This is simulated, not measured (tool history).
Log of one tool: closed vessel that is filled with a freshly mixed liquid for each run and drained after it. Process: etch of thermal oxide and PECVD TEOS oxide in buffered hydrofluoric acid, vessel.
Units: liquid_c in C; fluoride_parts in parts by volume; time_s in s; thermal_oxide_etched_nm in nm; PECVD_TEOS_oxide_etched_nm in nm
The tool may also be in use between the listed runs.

run  hour  liquid_c  fluoride_parts  time_s  thermal_oxide_etched_nm  PECVD_TEOS_oxide_etched_nm
  1     0        24              15      60                   45.199                      89.682
  2   7.1        25            13.5      60                   52.066                      106.31
  3  12.7      27.5            13.5      60                   60.742                      119.84
  4  16.6        28            12.5      60                   66.789                      133.15
  5  25.7      28.5            11.5      60                   74.892                      149.68
  6    30      28.5              15      60                    57.43                      113.89
     34.6  -- hydrofluoric acid flow meter replaced
  7  34.6        32              10      70                   127.85                      257.64
  8  41.8        32             9.5      70                   130.76                       266.6

The next listed run, before its measurement:
  9    51        32               9      70                        ?                           ?

Run 9 gave thermal_oxide_etched_nm 135.86 nm, PECVD_TEOS_oxide_etched_nm 269.87 nm.
